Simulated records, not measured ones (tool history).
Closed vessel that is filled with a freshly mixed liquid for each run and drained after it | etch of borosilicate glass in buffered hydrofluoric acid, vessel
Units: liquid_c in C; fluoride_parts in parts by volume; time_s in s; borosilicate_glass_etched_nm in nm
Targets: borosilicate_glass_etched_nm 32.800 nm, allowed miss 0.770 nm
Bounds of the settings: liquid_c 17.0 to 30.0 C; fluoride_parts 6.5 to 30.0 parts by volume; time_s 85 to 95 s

| run | hour | liquid_c | fluoride_parts | time_s | borosilicate_glass_etched_nm |
|---|---|---|---|---|---|
| 1 | 0.0 | 22.0 | 19.5 | 85 | 47.722 |
| 2 | 4.1 | 22.0 | 19.5 | 85 | 47.781 |
| 3 | 6.5 | 22.0 | 19.5 | 85 | 47.726 |
| 4 | 10.2 | 22.0 | 17.0 | 85 | 54.654 |
| 5 | 15.9 | 22.0 | 12.5 | 85 | 73.812 |
| 6 | 20.8 | 22.0 | 15.5 | 85 | 59.499 |
| 7 | 25.4 | 21.0 | 16.5 | 85 | 52.962 |
| 8 | 28.4 | 20.5 | 17.0 | 85 | 50.333 |
| 9 | 29.2 | 20.0 | 17.5 | 85 | 47.298 |
| 10 | 30.2 | 20.0 | 17.5 | 85 | 47.652 |
| 11 | 35.7 | 19.5 | 18.0 | 85 | 44.578 |
| 12 | 41.7 | 19.0 | 18.5 | 85 | 42.679 |
| 13 | 48.6 | 18.5 | 19.0 | 85 | 40.313 |
| 14 | 54.0 | 18.5 | 19.5 | 85 | 39.123 |
| 15 | 57.1 | 18.5 | 20.0 | 85 | 38.339 |
| 16 | 59.5 | 17.5 | 21.0 | 85 | 34.960 |

5 next moves are on the table. One of them brings every result within its allowed miss. Which?
| A | 61.9 | 17.5 | 21.0 | 90 | ? |
| B | 61.9 | 17.5 | 21.5 | 85 | ? |
| C | 61.9 | 17.0 | 22.0 | 85 | ? |
| D | 61.9 | 20.0 | 23.0 | 85 | ? |
| E | 61.9 | 19.5 | 26.5 | 95 | ? |

| move | borosilicate_glass_etched_nm |
|---|---|
| A | 37.033 |
| B | 34.407 |
| C | 32.924 |
| D | 37.720 |
| E | 37.158 |
A: further off than the last run
B: nearer than the last run, and not there yet
C: meets every target
D: further off than the last run
E: further off than the last run
Answer: C
